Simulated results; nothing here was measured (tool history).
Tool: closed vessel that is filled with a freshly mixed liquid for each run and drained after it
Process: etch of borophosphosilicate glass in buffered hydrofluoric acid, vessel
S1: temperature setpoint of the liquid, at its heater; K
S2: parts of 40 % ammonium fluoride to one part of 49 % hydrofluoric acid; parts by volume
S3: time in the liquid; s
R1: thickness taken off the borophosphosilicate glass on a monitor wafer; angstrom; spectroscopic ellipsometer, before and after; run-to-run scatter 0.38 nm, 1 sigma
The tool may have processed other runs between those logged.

run	hour	S1	S2	S3	R1
1	0.0	297.15	12.5	30	377.22
2	2.9	297.15	14.0	30	338.71
3	3.9	296.15	14.0	30	323.15
4	6.6	296.15	14.0	30	324.01
5	10.8	296.15	14.0	30	323.50
6	14.9	297.65	13.0	30	377.82
7	23.2	301.65	9.0	30	643.07
# hour 30.9: thermometer replaced
8	30.9	302.15	9.0	30	723.82

Run 9, settings as shown, results not yet in. Your forecast:
9	38.0	302.65	9.0	30	?

{"run 9": {"R1": 742.85}}
